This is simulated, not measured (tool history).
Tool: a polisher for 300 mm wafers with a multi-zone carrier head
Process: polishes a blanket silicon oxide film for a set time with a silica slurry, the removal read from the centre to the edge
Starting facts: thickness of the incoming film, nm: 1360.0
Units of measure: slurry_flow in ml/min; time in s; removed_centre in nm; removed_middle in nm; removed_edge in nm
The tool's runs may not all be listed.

run 1 hour=0 | slurry_flow=310 centre_zone=1 middle_zone=1 edge_zone=1 slurry_solids=1 time=31 | removed_centre=75.829 removed_middle=71.894 removed_edge=77.141
run 2 hour=3.4 | slurry_flow=310 centre_zone=1 middle_zone=1 edge_zone=1.06 slurry_solids=1 time=31 | removed_centre=73.618 removed_middle=71.386 removed_edge=79.627
run 3 hour=11.3 | slurry_flow=310 centre_zone=1 middle_zone=1 edge_zone=1.06 slurry_solids=1.1 time=31 | removed_centre=79.034 removed_middle=75.252 removed_edge=81.961
run 4 hour=13 | slurry_flow=310 centre_zone=1 middle_zone=1 edge_zone=1.03 slurry_solids=1.1 time=31 | removed_centre=80.755 removed_middle=76.555 removed_edge=81.388
run 5 hour=19 | slurry_flow=310 centre_zone=1.08 middle_zone=1 edge_zone=1.03 slurry_solids=1.1 time=31 | removed_centre=84.897 removed_middle=76.193 removed_edge=81.466
run 6 hour=19.8 | slurry_flow=310 centre_zone=1.07 middle_zone=1 edge_zone=1 slurry_solids=0.95 time=29 | removed_centre=73.156 removed_middle=65.856 removed_edge=71.643
run 7 hour=21.4 | slurry_flow=310 centre_zone=1.06 middle_zone=1.01 edge_zone=0.97 slurry_solids=0.85 time=27 | removed_centre=65.516 removed_middle=58.687 removed_edge=61.359
run 8 hour=25.5 | slurry_flow=305 centre_zone=1.02 middle_zone=1 edge_zone=0.96 slurry_solids=0.75 time=26 | removed_centre=57.153 removed_middle=53.658 removed_edge=55.402

Estimate the outcome of run 9 from the log above:
run 9 hour=33.4 | slurry_flow=305 centre_zone=1.02 middle_zone=1 edge_zone=0.96 slurry_solids=0.75 time=26 | removed_centre=? removed_middle=? removed_edge=?

Logged for run 9: removed_centre 56.097 nm, removed_middle 53.186 nm, removed_edge 55.72 nm.
